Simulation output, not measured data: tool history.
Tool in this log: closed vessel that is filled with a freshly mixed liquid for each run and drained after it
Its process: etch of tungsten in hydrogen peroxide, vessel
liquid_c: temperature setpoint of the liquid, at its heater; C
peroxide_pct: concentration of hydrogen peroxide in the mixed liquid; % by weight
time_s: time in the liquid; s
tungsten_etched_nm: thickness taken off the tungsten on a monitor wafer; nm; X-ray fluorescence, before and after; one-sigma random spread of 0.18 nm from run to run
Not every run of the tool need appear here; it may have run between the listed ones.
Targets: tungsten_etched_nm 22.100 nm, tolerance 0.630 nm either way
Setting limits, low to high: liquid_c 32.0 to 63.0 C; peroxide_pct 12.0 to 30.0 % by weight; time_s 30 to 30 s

run 1 hour=0.0 | liquid_c=47.0 peroxide_pct=20.5 time_s=30 | tungsten_etched_nm=38.004
run 2 hour=8.9 | liquid_c=47.0 peroxide_pct=20.5 time_s=30 | tungsten_etched_nm=37.990
run 3 hour=16.9 | liquid_c=51.5 peroxide_pct=20.5 time_s=30 | tungsten_etched_nm=50.234
run 4 hour=18.1 | liquid_c=51.5 peroxide_pct=17.0 time_s=30 | tungsten_etched_nm=45.052
run 5 hour=18.9 | liquid_c=51.5 peroxide_pct=15.5 time_s=30 | tungsten_etched_nm=43.137
run 6 hour=23.9 | liquid_c=48.5 peroxide_pct=15.5 time_s=30 | tungsten_etched_nm=36.343
run 7 hour=31.9 | liquid_c=48.5 peroxide_pct=15.5 time_s=30 | tungsten_etched_nm=35.977
run 8 hour=37.9 | liquid_c=46.0 peroxide_pct=15.5 time_s=30 | tungsten_etched_nm=31.317
run 9 hour=46.2 | liquid_c=44.5 peroxide_pct=15.5 time_s=30 | tungsten_etched_nm=28.546
run 10 hour=46.7 | liquid_c=43.5 peroxide_pct=15.5 time_s=30 | tungsten_etched_nm=26.985
run 11 hour=54.3 | liquid_c=42.5 peroxide_pct=15.5 time_s=30 | tungsten_etched_nm=24.885
run 12 hour=57.7 | liquid_c=42.0 peroxide_pct=15.5 time_s=30 | tungsten_etched_nm=23.958

Consider the 4 candidate settings below. Which is the only one whose results all fall within their allowed miss of target?
run A hour=61.1 | liquid_c=43.5 peroxide_pct=15.5 time_s=30 | tungsten_etched_nm=?
run B hour=61.1 | liquid_c=42.5 peroxide_pct=12.0 time_s=30 | tungsten_etched_nm=?
run C hour=61.1 | liquid_c=41.5 peroxide_pct=18.5 time_s=30 | tungsten_etched_nm=?
run D hour=61.1 | liquid_c=42.0 peroxide_pct=19.0 time_s=30 | tungsten_etched_nm=?

move=A tungsten_etched_nm=26.160
move=B tungsten_etched_nm=21.594
move=C tungsten_etched_nm=25.143
move=D tungsten_etched_nm=26.314
A: lands further from the targets than the last run did
B: all results land within tolerance of their targets
C: lands further from the targets than the last run did
D: lands further from the targets than the last run did
The right move is B.
